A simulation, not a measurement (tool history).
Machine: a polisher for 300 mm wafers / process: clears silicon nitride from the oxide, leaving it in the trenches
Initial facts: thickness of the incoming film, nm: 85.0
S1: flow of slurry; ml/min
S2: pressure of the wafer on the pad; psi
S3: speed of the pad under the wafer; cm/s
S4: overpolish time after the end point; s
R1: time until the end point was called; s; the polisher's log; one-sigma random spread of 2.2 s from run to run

| run | day | S1 | S2 | S3 | S4 | R1 |
|---|---|---|---|---|---|---|
| 1 | 0 | 165 | 2.4 | 76 | 14 | 186.4 |
| 2 | 0.188 | 165 | 2.5 | 76 | 14 | 179.07 |
| 3 | 0.238 | 165 | 2.6 | 76 | 14 | 167.67 |
| 4 | 0.425 | 165 | 2.7 | 76 | 14 | 160.46 |
| 5 | 0.729 | 165 | 2.7 | 76 | 11 | 166.43 |
| 6 | 1.071 | 165 | 2.8 | 76 | 11 | 151.69 |

Run 7 has not been measured yet. What should we expect?
| 7 | 1.321 | 165 | 2.9 | 76 | 11 | ? |

R1: 150.56 s
